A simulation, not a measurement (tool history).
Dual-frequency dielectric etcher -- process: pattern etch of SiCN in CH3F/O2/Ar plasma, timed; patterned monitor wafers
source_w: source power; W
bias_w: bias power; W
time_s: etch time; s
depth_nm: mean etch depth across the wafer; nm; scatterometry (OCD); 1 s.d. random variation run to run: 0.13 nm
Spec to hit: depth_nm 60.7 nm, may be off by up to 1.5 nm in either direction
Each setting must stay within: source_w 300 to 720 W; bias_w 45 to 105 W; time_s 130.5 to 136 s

Run 1, hour 0: source_w 510 W, bias_w 75 W, time_s 130.5 s. Result: depth_nm 54.289 nm.
Run 2, hour 5.4: source_w 540 W, bias_w 76 W, time_s 130.5 s. Result: depth_nm 55.562 nm.
Run 3, hour 8.1: source_w 560 W, bias_w 77 W, time_s 130.5 s. Result: depth_nm 56.345 nm.
Run 4, hour 16.8: source_w 560 W, bias_w 77 W, time_s 130.5 s. Result: depth_nm 56.24 nm.
Run 5, hour 20.9: source_w 560 W, bias_w 86 W, time_s 130.5 s. Result: depth_nm 57.755 nm.
Run 6, hour 25.9: source_w 570 W, bias_w 87 W, time_s 130.5 s. Result: depth_nm 58.197 nm.
Run 7, hour 31.9: source_w 580 W, bias_w 88 W, time_s 130.5 s. Result: depth_nm 58.892 nm.
Run 8, hour 32.5: source_w 580 W, bias_w 88 W, time_s 130.5 s. Result: depth_nm 58.776 nm.

Of the 5 settings listed for the next run, only one would bring every result within its allowed miss of target. Which one?
Run A, hour 33.1: source_w 500 W, bias_w 73 W, time_s 134.5 s. Result: depth_nm ?.
Run B, hour 33.1: source_w 510 W, bias_w 85 W, time_s 133.5 s. Result: depth_nm ?.
Run C, hour 33.1: source_w 540 W, bias_w 83 W, time_s 130.5 s. Result: depth_nm ?.
Run D, hour 33.1: source_w 470 W, bias_w 88 W, time_s 133 s. Result: depth_nm ?.
Run E, hour 33.1: source_w 570 W, bias_w 103 W, time_s 131 s. Result: depth_nm ?.

move  depth_nm
   A    55.655
   B    57.735
   C     56.94
   D     56.84
   E    61.501
A: moves away from the targets compared with the last run
B: moves away from the targets compared with the last run
C: moves away from the targets compared with the last run
D: moves away from the targets compared with the last run
E: meets every target
E meets every target.

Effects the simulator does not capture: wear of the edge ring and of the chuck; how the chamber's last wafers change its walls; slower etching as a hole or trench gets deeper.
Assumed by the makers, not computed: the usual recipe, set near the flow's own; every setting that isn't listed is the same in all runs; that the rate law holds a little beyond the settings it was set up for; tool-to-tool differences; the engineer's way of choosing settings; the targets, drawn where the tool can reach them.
